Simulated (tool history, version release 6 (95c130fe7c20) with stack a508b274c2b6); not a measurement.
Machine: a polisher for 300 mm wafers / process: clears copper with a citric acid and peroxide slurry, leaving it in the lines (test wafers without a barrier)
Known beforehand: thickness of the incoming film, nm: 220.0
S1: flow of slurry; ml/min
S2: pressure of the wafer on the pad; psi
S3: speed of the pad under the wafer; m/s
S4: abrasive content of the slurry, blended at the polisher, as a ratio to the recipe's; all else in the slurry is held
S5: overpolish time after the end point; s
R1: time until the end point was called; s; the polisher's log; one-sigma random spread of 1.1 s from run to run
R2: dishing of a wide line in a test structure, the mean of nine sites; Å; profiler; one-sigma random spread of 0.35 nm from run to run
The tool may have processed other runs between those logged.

| run | hour | S1 | S2 | S3 | S4 | S5 | R1 | R2 |
|---|---|---|---|---|---|---|---|---|
| 1 | 0.0 | 205 | 2.7 | 0.86 | 1.0 | 26 | 156.54 | 267.65 |
| 2 | 5.8 | 205 | 3.2 | 0.86 | 1.0 | 26 | 133.99 | 316.65 |
| 3 | 14.6 | 205 | 3.2 | 0.88 | 1.0 | 24 | 130.77 | 306.34 |
| 4 | 16.8 | 210 | 3.2 | 0.90 | 1.0 | 22 | 128.72 | 275.75 |
| 5 | 19.6 | 210 | 3.2 | 0.90 | 1.2 | 22 | 123.37 | 290.74 |
| 6 | 26.8 | 210 | 3.2 | 0.80 | 1.2 | 22 | 133.42 | 264.95 |
| 7 | 28.5 | 215 | 3.3 | 0.80 | 1.2 | 20 | 132.20 | 260.17 |
| 8 | 35.2 | 160 | 3.5 | 1.04 | 1.2 | 8 | 103.86 | 135.54 |

Forecast run 9:
| 9 | 35.9 | 170 | 3.5 | 1.04 | 1.2 | 8 | ? | ? |

{"run 9": {"R1": 102.5, "R2": 138.69}}
